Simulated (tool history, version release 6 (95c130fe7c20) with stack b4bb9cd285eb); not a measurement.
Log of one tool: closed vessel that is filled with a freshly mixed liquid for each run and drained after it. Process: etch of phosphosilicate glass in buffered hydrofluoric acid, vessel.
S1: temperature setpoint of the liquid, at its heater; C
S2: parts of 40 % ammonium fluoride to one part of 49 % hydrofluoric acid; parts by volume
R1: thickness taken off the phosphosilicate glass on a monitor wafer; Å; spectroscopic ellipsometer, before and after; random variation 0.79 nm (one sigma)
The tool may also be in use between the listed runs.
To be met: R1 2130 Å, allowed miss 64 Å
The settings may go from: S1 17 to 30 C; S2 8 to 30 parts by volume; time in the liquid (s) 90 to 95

run 1 hour=0 | S1=22 S2=21.5 time_in_the_liquid_(s)=90 | R1=1738.7
run 2 hour=2.7 | S1=22 S2=21.5 time_in_the_liquid_(s)=90 | R1=1726.2
run 3 hour=5.9 | S1=22.5 S2=21.5 time_in_the_liquid_(s)=90 | R1=1774
run 4 hour=11.1 | S1=20.5 S2=21.5 time_in_the_liquid_(s)=90 | R1=1585.4
run 5 hour=14.9 | S1=18.5 S2=21.5 time_in_the_liquid_(s)=90 | R1=1416.6
run 6 hour=18.1 | S1=18.5 S2=21.5 time_in_the_liquid_(s)=95 | R1=1500.3
run 7 hour=20.5 | S1=19.5 S2=21.5 time_in_the_liquid_(s)=95 | R1=1590.7
run 8 hour=24.3 | S1=20 S2=21.5 time_in_the_liquid_(s)=95 | R1=1629.5
run 9 hour=33 | S1=20.5 S2=21.5 time_in_the_liquid_(s)=95 | R1=1682.5
run 10 hour=35.8 | S1=21 S2=21.5 time_in_the_liquid_(s)=95 | R1=1730.8
run 11 hour=40.3 | S1=21.5 S2=21.5 time_in_the_liquid_(s)=95 | R1=1784.4
run 12 hour=46 | S1=22 S2=21.5 time_in_the_liquid_(s)=95 | R1=1827
run 13 hour=49.4 | S1=22.5 S2=21.5 time_in_the_liquid_(s)=95 | R1=1885.8
run 14 hour=56.8 | S1=23 S2=21.5 time_in_the_liquid_(s)=95 | R1=1947.2
run 15 hour=63.5 | S1=24 S2=21.5 time_in_the_liquid_(s)=95 | R1=2033.7

Which of these 4 next moves meets every target?
run A hour=70.2 | S1=26.5 S2=21.5 time_in_the_liquid_(s)=95 | R1=?
run B hour=70.2 | S1=22.5 S2=17.5 time_in_the_liquid_(s)=90 | R1=?
run C hour=70.2 | S1=20.5 S2=15 time_in_the_liquid_(s)=95 | R1=?
run D hour=70.2 | S1=24.5 S2=19.5 time_in_the_liquid_(s)=95 | R1=?

move=A R1=2329
move=B R1=2126.5
move=C R1=2337.9
move=D R1=2251.5
A: takes the result that was furthest off past its target
B: meets every target
C: takes the result that was furthest off past its target
D: takes the result that was furthest off past its target
The right move is B.
